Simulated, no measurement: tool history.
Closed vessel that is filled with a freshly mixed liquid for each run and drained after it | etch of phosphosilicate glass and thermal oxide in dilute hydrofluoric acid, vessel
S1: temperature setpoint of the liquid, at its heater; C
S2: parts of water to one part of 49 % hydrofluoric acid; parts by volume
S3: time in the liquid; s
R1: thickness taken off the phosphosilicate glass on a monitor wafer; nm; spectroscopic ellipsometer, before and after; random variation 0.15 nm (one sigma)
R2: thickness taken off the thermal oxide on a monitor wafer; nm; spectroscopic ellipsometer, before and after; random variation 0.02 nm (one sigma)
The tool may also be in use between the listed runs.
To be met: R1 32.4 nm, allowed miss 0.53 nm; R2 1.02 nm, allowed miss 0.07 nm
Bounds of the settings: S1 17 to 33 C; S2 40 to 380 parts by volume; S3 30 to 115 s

run	hour	S1	S2	S3	R1	R2
1	0	25	210	60	29.813	0.95007
2	5.3	25.5	210	60	30.619	0.93434
3	10.5	25.5	210	85	43.184	1.3481
4	19	25.5	155	85	62.486	2.0555
5	27.1	28	155	85	68.69	2.1906
6	28.3	30	155	85	72.976	2.3915
7	33.2	28	165	85	63.747	1.98
8	38.4	26	175	85	55.385	1.7205
9	39.4	24.5	180	85	50.123	1.5815
10	40.3	23.5	185	85	47.42	1.4709
11	45.3	19.5	225	85	31.927	0.97765

4 next moves are on the table. One of them brings every result within its allowed miss. Which?
A	50.3	20	215	80	?	?
B	50.3	19	255	100	?	?
C	50.3	22.5	135	40	?	?
D	50.3	20	230	85	?	?

move	R1	R2
A	32.407	0.96807
B	31.571	0.94311
C	31.123	0.92972
D	31.68	0.94635
A: meets every target
B: further off than the last run
C: further off than the last run
D: further off than the last run
Move A is the one to make.
